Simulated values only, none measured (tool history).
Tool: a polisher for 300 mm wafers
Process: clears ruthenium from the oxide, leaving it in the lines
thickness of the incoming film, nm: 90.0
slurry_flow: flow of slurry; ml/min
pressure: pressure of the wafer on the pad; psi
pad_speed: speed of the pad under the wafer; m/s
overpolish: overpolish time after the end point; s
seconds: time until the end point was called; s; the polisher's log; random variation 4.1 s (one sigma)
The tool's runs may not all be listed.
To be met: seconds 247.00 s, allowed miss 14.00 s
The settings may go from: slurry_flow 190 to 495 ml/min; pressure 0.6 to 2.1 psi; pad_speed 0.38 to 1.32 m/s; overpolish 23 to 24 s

Run 1, hour 0.0: slurry_flow 320 ml/min, pressure 1.3 psi, pad_speed 0.84 m/s, overpolish 23 s. Result: seconds 151.90 s.
Run 2, hour 8.6: slurry_flow 320 ml/min, pressure 1.3 psi, pad_speed 0.98 m/s, overpolish 23 s. Result: seconds 129.32 s.
Run 3, hour 9.4: slurry_flow 320 ml/min, pressure 1.3 psi, pad_speed 1.20 m/s, overpolish 23 s. Result: seconds 104.10 s.
Run 4, hour 11.1: slurry_flow 320 ml/min, pressure 1.2 psi, pad_speed 1.16 m/s, overpolish 23 s. Result: seconds 118.12 s.
Run 5, hour 15.7: slurry_flow 320 ml/min, pressure 1.5 psi, pad_speed 1.16 m/s, overpolish 23 s. Result: seconds 98.51 s.
Run 6, hour 17.8: slurry_flow 320 ml/min, pressure 1.4 psi, pad_speed 1.12 m/s, overpolish 23 s. Result: seconds 105.47 s.
Run 7, hour 25.0: slurry_flow 320 ml/min, pressure 1.3 psi, pad_speed 1.08 m/s, overpolish 23 s. Result: seconds 118.46 s.
Run 8, hour 28.6: slurry_flow 320 ml/min, pressure 1.2 psi, pad_speed 1.04 m/s, overpolish 23 s. Result: seconds 135.61 s.
Run 9, hour 36.7: slurry_flow 315 ml/min, pressure 0.8 psi, pad_speed 0.92 m/s, overpolish 23 s. Result: seconds 219.36 s.

4 next moves are on the table. One of them brings every result within its allowed miss. Which?
Run A, hour 44.8: slurry_flow 245 ml/min, pressure 1.3 psi, pad_speed 0.78 m/s, overpolish 23 s. Result: seconds ?.
Run B, hour 44.8: slurry_flow 400 ml/min, pressure 1.1 psi, pad_speed 0.68 m/s, overpolish 24 s. Result: seconds ?.
Run C, hour 44.8: slurry_flow 285 ml/min, pressure 0.8 psi, pad_speed 0.82 m/s, overpolish 23 s. Result: seconds ?.
Run D, hour 44.8: slurry_flow 355 ml/min, pressure 0.6 psi, pad_speed 1.18 m/s, overpolish 24 s. Result: seconds ?.

move  seconds
   A   165.18
   B   211.35
   C   246.62
   D   222.39
A: further off than the last run
B: further off than the last run
C: meets every target
D: nearer than the last run, and not there yet
The right move is C.
